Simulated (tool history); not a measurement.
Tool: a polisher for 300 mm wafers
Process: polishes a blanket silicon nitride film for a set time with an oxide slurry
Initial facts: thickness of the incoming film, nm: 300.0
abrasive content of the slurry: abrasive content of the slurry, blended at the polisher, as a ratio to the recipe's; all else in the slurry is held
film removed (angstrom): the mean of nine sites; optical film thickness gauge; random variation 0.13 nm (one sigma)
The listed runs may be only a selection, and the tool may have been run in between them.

| run | hour | flow of slurry (ml/min) | pressure of the wafer on the pad (psi) | speed of the pad under the wafer (cm/s) | abrasive content of the slurry | polishing time (s) | film removed (angstrom) |
|---|---|---|---|---|---|---|---|
| 1 | 0.0 | 125 | 2.8 | 134 | 1.0 | 45 | 306.69 |
| 2 | 3.2 | 120 | 2.6 | 132 | 1.0 | 45 | 281.85 |
| 3 | 8.3 | 145 | 2.6 | 132 | 1.0 | 45 | 296.04 |
| 4 | 11.8 | 145 | 2.6 | 132 | 1.0 | 41 | 267.09 |
| 5 | 20.2 | 145 | 2.6 | 120 | 1.0 | 41 | 257.57 |
| 6 | 28.7 | 145 | 2.6 | 120 | 1.0 | 41 | 251.21 |
| 7 | 36.2 | 140 | 2.4 | 120 | 1.0 | 41 | 235.21 |
| 8 | 38.8 | 140 | 2.4 | 120 | 1.0 | 41 | 237.23 |
| 9 | 44.4 | 135 | 2.2 | 120 | 1.0 | 41 | 217.36 |
| 10 | 50.7 | 130 | 2.1 | 120 | 1.0 | 41 | 210.16 |

Run 11, settings as shown, results not yet in. Your forecast:
| 11 | 54.4 | 105 | 1.3 | 118 | 1.0 | 41 | ? |

{"run 11": {"film removed (angstrom)": 136.21}}
